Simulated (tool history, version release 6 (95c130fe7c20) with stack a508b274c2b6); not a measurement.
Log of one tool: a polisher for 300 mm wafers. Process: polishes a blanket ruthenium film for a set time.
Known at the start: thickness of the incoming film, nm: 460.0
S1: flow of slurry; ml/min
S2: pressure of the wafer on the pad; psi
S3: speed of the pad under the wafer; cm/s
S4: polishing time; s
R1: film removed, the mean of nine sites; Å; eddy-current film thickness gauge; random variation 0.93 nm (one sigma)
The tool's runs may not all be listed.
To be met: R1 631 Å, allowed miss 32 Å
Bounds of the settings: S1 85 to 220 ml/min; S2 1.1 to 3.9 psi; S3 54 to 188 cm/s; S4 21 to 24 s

Run 1, hour 0: S1 140 ml/min, S2 2.5 psi, S3 120 cm/s, S4 24 s. Result: R1 461.36 Å.
Run 2, hour 4.1: S1 170 ml/min, S2 2.5 psi, S3 120 cm/s, S4 24 s. Result: R1 479.44 Å.
Run 3, hour 12.4: S1 170 ml/min, S2 2.5 psi, S3 120 cm/s, S4 21 s. Result: R1 415.22 Å.
Run 4, hour 13: S1 170 ml/min, S2 2.7 psi, S3 120 cm/s, S4 21 s. Result: R1 445.21 Å.
Run 5, hour 20.9: S1 170 ml/min, S2 2.7 psi, S3 140 cm/s, S4 21 s. Result: R1 506.64 Å.
Run 6, hour 29.2: S1 170 ml/min, S2 2.8 psi, S3 140 cm/s, S4 21 s. Result: R1 530.81 Å.
Run 7, hour 32.3: S1 170 ml/min, S2 2.9 psi, S3 140 cm/s, S4 21 s. Result: R1 550.34 Å.
Run 8, hour 41.2: S1 170 ml/min, S2 3 psi, S3 140 cm/s, S4 21 s. Result: R1 560.85 Å.
Run 9, hour 44.5: S1 170 ml/min, S2 3.1 psi, S3 140 cm/s, S4 21 s. Result: R1 591.6 Å.

Which of these 4 next moves meets every target?
Run A, hour 47.8: S1 170 ml/min, S2 2.8 psi, S3 142 cm/s, S4 21 s. Result: R1 ?.
Run B, hour 47.8: S1 180 ml/min, S2 3.2 psi, S3 144 cm/s, S4 21 s. Result: R1 ?.
Run C, hour 47.8: S1 165 ml/min, S2 3.2 psi, S3 124 cm/s, S4 22 s. Result: R1 ?.
Run D, hour 47.8: S1 175 ml/min, S2 2.9 psi, S3 136 cm/s, S4 22 s. Result: R1 ?.

move      R1
   A  543.74
   B  633.06
   C  570.93
   D  569.39
A: further off than the last run
B: meets every target
C: further off than the last run
D: further off than the last run
Move B is the one to make.
